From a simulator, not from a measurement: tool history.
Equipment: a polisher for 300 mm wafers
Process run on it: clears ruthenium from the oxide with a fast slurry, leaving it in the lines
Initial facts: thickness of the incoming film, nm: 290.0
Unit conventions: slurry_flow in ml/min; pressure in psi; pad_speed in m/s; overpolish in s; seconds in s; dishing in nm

run  hour  slurry_flow  pressure  pad_speed  slurry_solids  overpolish  seconds  dishing
  1     0          175       2.8       0.88              1          30   84.351   52.631
  2     3          175       2.9       0.88              1          26   79.873   48.088
  3   5.3          175       2.9       0.88              1          35   79.228   57.825
  4  12.9          175       3.3       0.88              1          35   70.608   61.799
  5  16.9          175       3.3       0.88              1          47   72.048   70.815
  6  25.5          205       3.3       0.88              1          47   68.459    72.66
  7  26.9          220       3.3       0.86              1          39   68.684   69.453
  8  30.8          195       3.4       0.88           0.95          33   70.228   60.366
  9  36.6          175       3.5       0.88           0.95          28   67.399   56.048
 10  38.7          160       3.5       0.88           0.95          24   69.854   50.241
 11  44.4          155       3.5       0.88           0.95          21    71.15   45.874

Predict the results of run 12:
 12  51.5          155       3.5       0.88           0.95          19        ?        ?

{"run 12": {"seconds": 68.497, "dishing": 42.459}}
